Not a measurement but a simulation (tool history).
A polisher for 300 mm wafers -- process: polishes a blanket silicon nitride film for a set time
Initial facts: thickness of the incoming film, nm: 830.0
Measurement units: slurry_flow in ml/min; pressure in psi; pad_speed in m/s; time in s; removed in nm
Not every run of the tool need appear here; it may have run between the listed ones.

Run 1, hour 0.0: slurry_flow 175 ml/min, pressure 4.7 psi, pad_speed 1.36 m/s, time 65 s. Result: removed 155.40 nm.
Run 2, hour 2.8: slurry_flow 180 ml/min, pressure 5.3 psi, pad_speed 1.36 m/s, time 65 s. Result: removed 174.05 nm.
Run 3, hour 11.4: slurry_flow 180 ml/min, pressure 6.3 psi, pad_speed 1.36 m/s, time 65 s. Result: removed 210.93 nm.
Run 4, hour 12.6: slurry_flow 180 ml/min, pressure 6.4 psi, pad_speed 1.36 m/s, time 65 s. Result: removed 214.92 nm.
Run 5, hour 14.2: slurry_flow 180 ml/min, pressure 6.4 psi, pad_speed 1.14 m/s, time 65 s. Result: removed 184.23 nm.
Run 6, hour 16.3: slurry_flow 185 ml/min, pressure 6.7 psi, pad_speed 1.16 m/s, time 65 s. Result: removed 197.72 nm.

Run 7 is up next; what results do you expect?
Run 7, hour 17.1: slurry_flow 185 ml/min, pressure 6.9 psi, pad_speed 1.18 m/s, time 65 s. Result: removed ?.

Run 7 yielded removed 205.25 nm.
